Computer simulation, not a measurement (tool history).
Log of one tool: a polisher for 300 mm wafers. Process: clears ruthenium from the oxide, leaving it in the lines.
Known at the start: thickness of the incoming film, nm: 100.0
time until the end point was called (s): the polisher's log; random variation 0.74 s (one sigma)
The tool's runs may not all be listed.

run  hour  flow of slurry (ml/min)  pressure of the wafer on the pad (psi)  speed of the pad under the wafer (cm/s)  overpolish time after the end point (s)  time until the end point was called (s)
  1     0                      260                                     2.5                                      112                                        8                                   53.733
  2   7.4                      260                                     2.6                                      112                                        8                                   52.171
  3  14.7                      260                                     2.1                                      112                                        8                                   62.247
  4  16.8                      260                                     2.1                                      124                                        8                                   55.573
  5  23.2                      260                                     2.2                                      124                                        8                                   53.741
  6  24.4                      260                                     2.3                                      124                                        8                                   52.313

Forecast run 7:
  7  30.1                      260                                     2.4                                      124                                        8                                        ?

Run 7 gave time until the end point was called (s) 49.699.
